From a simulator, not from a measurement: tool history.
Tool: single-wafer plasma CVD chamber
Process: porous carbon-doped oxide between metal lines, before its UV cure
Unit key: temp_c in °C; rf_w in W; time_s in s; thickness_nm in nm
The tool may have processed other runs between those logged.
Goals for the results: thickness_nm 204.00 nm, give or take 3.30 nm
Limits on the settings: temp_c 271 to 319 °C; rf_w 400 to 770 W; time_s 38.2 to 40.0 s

run,hour,temp_c,rf_w,time_s,thickness_nm
1,0.0,295,585,40.0,224.85
2,6.5,295,585,40.0,225.14
3,15.0,298,585,40.0,221.68
4,19.6,300,585,40.0,217.39
5,25.2,302,585,40.0,214.79
6,31.0,302,545,40.0,207.03
# hour 35.5: RF generator calibrated
7,35.5,305,540,40.0,210.17
8,42.5,306,535,40.0,208.90

4 next moves are on the table. One of them brings every result within its allowed miss. Which?
A,49.5,303,560,39.9,?
B,49.5,306,525,39.4,?
C,49.5,303,555,40.0,?
D,49.5,300,575,38.6,?

move,thickness_nm
A,217.49
B,204.33
C,217.08
D,217.41
A: further off than the last run
B: every result within its allowed miss
C: further off than the last run
D: further off than the last run
The right move is B.
